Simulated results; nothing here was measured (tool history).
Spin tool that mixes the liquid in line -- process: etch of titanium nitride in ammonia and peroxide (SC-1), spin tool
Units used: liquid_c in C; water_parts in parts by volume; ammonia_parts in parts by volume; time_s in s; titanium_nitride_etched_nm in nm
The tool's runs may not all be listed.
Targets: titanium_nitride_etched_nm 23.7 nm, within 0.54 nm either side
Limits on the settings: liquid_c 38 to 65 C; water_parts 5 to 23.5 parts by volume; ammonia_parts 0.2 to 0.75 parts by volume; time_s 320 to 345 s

run	hour	liquid_c	water_parts	ammonia_parts	time_s	titanium_nitride_etched_nm
1	0	49	13	0.45	320	20.097
2	5	42.5	13	0.45	320	12.496
3	6.7	38	13	0.45	320	8.9201
4	13.1	40.5	13	0.45	320	10.793
5	17.5	40.5	13	0.45	345	11.591
6	26.3	42.5	13	0.45	345	13.501
7	34.8	44	13	0.45	345	15.105
8	39.3	45	13	0.45	345	16.145
9	45.3	46	13	0.45	345	17.349
10	50.5	47	13	0.45	345	18.739
11	54	47.5	13	0.45	345	19.308
12	58.3	48	13	0.45	345	20.134
13	66.6	48.5	13	0.45	345	20.784
14	69.6	49	13	0.45	345	21.467
15	74.4	49	13	0.45	345	21.461
16	78.3	49.5	13	0.45	345	22.2
17	86.3	50	13	0.45	345	22.998

4 next moves are on the table. One of them brings every result within its allowed miss. Which?
A	94.3	52	14	0.45	345	?
B	94.3	48	10	0.55	345	?
C	94.3	50.5	11.5	0.4	345	?
D	94.3	56	21.5	0.25	325	?

move	titanium_nitride_etched_nm
A	25.49
B	23.909
C	25.009
D	22.215
A: pushes the last run's worst result past its target
B: meets every target
C: pushes the last run's worst result past its target
D: its largest miss is bigger than the last run's
So the answer is move B, the one that meets all the targets.
